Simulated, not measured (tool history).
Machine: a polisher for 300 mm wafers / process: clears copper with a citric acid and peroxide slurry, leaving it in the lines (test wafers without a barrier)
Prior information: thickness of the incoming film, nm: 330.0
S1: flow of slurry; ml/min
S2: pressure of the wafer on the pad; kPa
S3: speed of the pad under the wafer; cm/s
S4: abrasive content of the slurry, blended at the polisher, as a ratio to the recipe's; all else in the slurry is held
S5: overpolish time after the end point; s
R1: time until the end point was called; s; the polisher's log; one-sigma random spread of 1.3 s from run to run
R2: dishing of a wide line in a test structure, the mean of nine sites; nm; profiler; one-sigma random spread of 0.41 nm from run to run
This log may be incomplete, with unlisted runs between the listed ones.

run  hour   S1    S2  S3   S4  S5      R1      R2
  1   0.0  255  22.1  96  1.0   9  127.22  17.537
  2   0.6  255  22.1  76  1.0   9  155.21  14.092
  3   7.2  255  25.5  76  1.0   9  135.42  16.579
  4  16.1  255  25.5  76  1.1   9  131.93  15.996
  5  19.3  255  25.5  76  1.0   9  133.64  16.073
  6  28.3  255  27.6  76  1.0   9  127.54  16.917
  7  37.0  255  29.6  78  1.0   9  115.48  18.581

Expected results for the next run?
  8  43.4  255  31.0  78  1.0   9   ?   ?

R1: 109.12 s
R2: 19.855 nm
